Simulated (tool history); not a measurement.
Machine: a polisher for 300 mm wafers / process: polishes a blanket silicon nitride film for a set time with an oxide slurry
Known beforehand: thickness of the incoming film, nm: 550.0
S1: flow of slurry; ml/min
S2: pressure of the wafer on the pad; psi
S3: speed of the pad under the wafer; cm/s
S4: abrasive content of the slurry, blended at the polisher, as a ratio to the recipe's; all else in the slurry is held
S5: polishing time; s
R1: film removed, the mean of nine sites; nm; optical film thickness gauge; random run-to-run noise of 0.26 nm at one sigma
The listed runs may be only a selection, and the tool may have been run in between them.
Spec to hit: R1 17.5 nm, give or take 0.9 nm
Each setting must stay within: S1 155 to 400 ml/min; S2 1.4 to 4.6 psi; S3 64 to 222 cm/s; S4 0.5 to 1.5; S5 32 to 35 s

{"run": 1, "hour": 0.0, "S1": 255, "S2": 3, "S3": 142, "S4": 1, "S5": 35, "R1": 22.946}
{"run": 2, "hour": 8.8, "S1": 255, "S2": 3, "S3": 142, "S4": 1.15, "S5": 35, "R1": 24.461}
{"run": 3, "hour": 11.0, "S1": 285, "S2": 3, "S3": 142, "S4": 1.15, "S5": 35, "R1": 24.787}
{"run": 4, "hour": 13.0, "S1": 285, "S2": 3, "S3": 142, "S4": 1.25, "S5": 35, "R1": 25.943}
{"hour": 15.3, "done": "worn pad replaced by a new one"}
{"run": 5, "hour": 15.3, "S1": 285, "S2": 2.7, "S3": 142, "S4": 1.25, "S5": 35, "R1": 25.135}
{"run": 6, "hour": 21.4, "S1": 285, "S2": 2.4, "S3": 134, "S4": 1.25, "S5": 35, "R1": 21.015}
{"run": 7, "hour": 28.1, "S1": 285, "S2": 2.3, "S3": 134, "S4": 1.25, "S5": 35, "R1": 20.454}
{"run": 8, "hour": 36.8, "S1": 285, "S2": 1.8, "S3": 130, "S4": 1.25, "S5": 35, "R1": 15.86}
{"run": 9, "hour": 42.5, "S1": 285, "S2": 2.1, "S3": 132, "S4": 1.25, "S5": 35, "R1": 18.959}

Exactly one of the 5 candidate moves below puts every result within its allowed miss. Which one?
{"run": "A", "hour": 48.2, "S1": 390, "S2": 2, "S3": 126, "S4": 1.5, "S5": 35, "R1": "?"}
{"run": "B", "hour": 48.2, "S1": 295, "S2": 2.1, "S3": 130, "S4": 1.35, "S5": 32, "R1": "?"}
{"run": "C", "hour": 48.2, "S1": 275, "S2": 2.2, "S3": 144, "S4": 1.3, "S5": 33, "R1": "?"}
{"run": "D", "hour": 48.2, "S1": 275, "S2": 2.2, "S3": 146, "S4": 1.05, "S5": 35, "R1": "?"}
{"run": "E", "hour": 48.2, "S1": 345, "S2": 2.1, "S3": 142, "S4": 1.45, "S5": 35, "R1": "?"}

move=A R1=18.545
move=B R1=17.056
move=C R1=19.499
move=D R1=18.727
move=E R1=20.905
A: closes in on the targets versus the last run, not all within tolerance yet
B: in spec on every target
C: misses by more than the last run did
D: closes in on the targets versus the last run, not all within tolerance yet
E: misses by more than the last run did
The right move is B.
